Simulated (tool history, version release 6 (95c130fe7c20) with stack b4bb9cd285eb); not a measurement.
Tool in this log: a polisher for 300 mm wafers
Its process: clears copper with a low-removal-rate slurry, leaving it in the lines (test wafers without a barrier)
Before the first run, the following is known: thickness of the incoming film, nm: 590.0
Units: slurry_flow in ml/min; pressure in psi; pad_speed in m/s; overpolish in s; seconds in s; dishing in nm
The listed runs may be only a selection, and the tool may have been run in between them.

run,hour,slurry_flow,pressure,pad_speed,slurry_solids,overpolish,seconds,dishing
1,0.0,190,3.7,1.24,1.0,25,153.38,26.806
2,6.9,190,3.7,1.24,1.1,25,151.72,26.767
3,9.1,190,3.3,1.24,1.1,25,164.00,25.441
4,14.7,190,3.3,1.24,1.1,16,171.74,23.162
5,21.4,190,3.3,1.50,1.1,16,142.66,24.169
6,24.0,190,4.0,1.50,1.1,16,121.19,24.719
# hour 30.9: slurry nozzle cleaned
7,30.9,190,3.8,1.50,1.1,16,120.83,24.616
8,37.2,190,3.8,1.50,1.1,16,116.19,24.929
9,39.1,190,3.6,1.50,1.1,16,124.64,24.935
10,39.8,190,3.4,1.50,1.1,15,129.70,23.808
11,42.5,190,3.2,1.50,1.1,15,136.91,23.659

Forecast run 12:
12,46.9,185,2.2,1.48,1.1,12,?,?

Run 12 measured seconds 190.08 s, dishing 18.137 nm.
